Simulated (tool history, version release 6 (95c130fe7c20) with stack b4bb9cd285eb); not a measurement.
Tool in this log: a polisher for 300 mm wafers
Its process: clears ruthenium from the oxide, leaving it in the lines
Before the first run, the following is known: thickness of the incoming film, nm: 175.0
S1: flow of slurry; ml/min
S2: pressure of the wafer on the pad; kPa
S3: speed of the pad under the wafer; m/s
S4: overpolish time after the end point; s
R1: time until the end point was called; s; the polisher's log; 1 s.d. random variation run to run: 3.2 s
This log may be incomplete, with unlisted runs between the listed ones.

run 1 hour=0.0 | S1=315 S2=13.8 S3=1.04 S4=8 | R1=142.18
run 2 hour=5.3 | S1=315 S2=13.1 S3=1.04 S4=8 | R1=149.10
run 3 hour=10.4 | S1=315 S2=13.1 S3=1.12 S4=8 | R1=140.19
run 4 hour=13.7 | S1=315 S2=13.1 S3=1.12 S4=8 | R1=137.29
run 5 hour=18.1 | S1=370 S2=13.1 S3=1.12 S4=8 | R1=136.97
run 6 hour=25.4 | S1=425 S2=13.1 S3=1.12 S4=8 | R1=138.95
run 7 hour=32.1 | S1=425 S2=12.4 S3=1.10 S4=8 | R1=146.01

Run 8, settings as shown, results not yet in. Your forecast:
run 8 hour=35.5 | S1=420 S2=8.3 S3=0.90 S4=8 | R1=?

R1: 232.55 s
